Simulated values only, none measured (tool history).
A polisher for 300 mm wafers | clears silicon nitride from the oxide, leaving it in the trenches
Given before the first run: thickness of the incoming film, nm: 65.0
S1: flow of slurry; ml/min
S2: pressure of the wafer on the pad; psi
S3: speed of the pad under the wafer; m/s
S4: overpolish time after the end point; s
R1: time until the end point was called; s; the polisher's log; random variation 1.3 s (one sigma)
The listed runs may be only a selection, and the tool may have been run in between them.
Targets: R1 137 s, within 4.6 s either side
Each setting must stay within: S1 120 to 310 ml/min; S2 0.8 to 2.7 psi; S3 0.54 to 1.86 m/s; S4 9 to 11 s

| run | hour | S1 | S2 | S3 | S4 | R1 |
|---|---|---|---|---|---|---|
| 1 | 0 | 200 | 1.7 | 1.18 | 11 | 116.01 |
| 2 | 4.6 | 200 | 1.7 | 1.18 | 11 | 115.92 |
| 3 | 7.2 | 200 | 1.6 | 1.18 | 11 | 126.28 |
| 4 | 7.9 | 195 | 1.5 | 1.18 | 11 | 132.03 |
| 5 | 12.8 | 215 | 1.5 | 1.18 | 11 | 129.49 |
| 6 | 18.3 | 215 | 1.5 | 1.38 | 11 | 114.54 |
| 7 | 25.4 | 215 | 1.4 | 1.38 | 11 | 122.96 |
| 8 | 28.6 | 210 | 1.3 | 1.38 | 11 | 130.82 |
| 9 | 35.9 | 205 | 1.3 | 1.38 | 11 | 129.4 |

Pick the move, out of 4, that brings all results within their allowed miss; only one does.
| A | 43.2 | 185 | 1.2 | 1.28 | 11 | ? |
| B | 43.2 | 210 | 1.2 | 1.28 | 11 | ? |
| C | 43.2 | 180 | 1.3 | 1.32 | 11 | ? |
| D | 43.2 | 220 | 1.4 | 1.3 | 11 | ? |

| move | R1 |
|---|---|
| A | 151.72 |
| B | 149.49 |
| C | 137.22 |
| D | 126.52 |
A: takes the biggest miss from the last run beyond its target
B: takes the biggest miss from the last run beyond its target
C: hits every target within its allowed miss
D: moves away from the targets compared with the last run
So the answer is move C, the one that meets all the targets.
